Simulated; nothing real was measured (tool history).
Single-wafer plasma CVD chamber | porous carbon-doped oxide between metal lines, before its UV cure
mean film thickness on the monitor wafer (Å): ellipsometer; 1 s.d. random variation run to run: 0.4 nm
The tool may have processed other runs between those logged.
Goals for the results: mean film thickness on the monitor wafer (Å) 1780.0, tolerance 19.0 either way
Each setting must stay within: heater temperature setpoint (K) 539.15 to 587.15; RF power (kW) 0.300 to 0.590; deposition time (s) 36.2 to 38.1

run,hour,heater temperature setpoint (K),RF power (kW),deposition time (s),mean film thickness on the monitor wafer (Å)
1,0.0,563.15,0.445,38.1,2018.1
2,8.7,566.15,0.445,38.1,1986.1
3,11.0,569.15,0.445,38.1,1950.2
4,18.1,573.15,0.445,38.1,1909.9
5,22.3,575.15,0.445,38.1,1893.6
6,24.6,579.15,0.445,38.1,1857.2
7,26.6,580.15,0.445,38.1,1859.5
8,32.7,581.15,0.445,38.1,1839.8
9,40.4,582.15,0.445,38.1,1831.8
10,45.5,583.15,0.445,38.1,1819.9
11,47.9,584.15,0.445,38.1,1820.9

Which single option among these 5 for the next run brings every result within its allowed miss of target? Just one does.
A,50.3,580.15,0.450,38.1,?
B,50.3,584.15,0.455,38.1,?
C,50.3,580.15,0.460,38.1,?
D,50.3,583.15,0.455,37.8,?
E,50.3,584.15,0.440,37.8,?

move,mean film thickness on the monitor wafer (Å)
A,1867.3
B,1847.4
C,1897.7
D,1842.1
E,1785.4
A: the biggest miss grows against the last run
B: the biggest miss grows against the last run
C: the biggest miss grows against the last run
D: the biggest miss grows against the last run
E: all results in spec
Move E is the one to make.
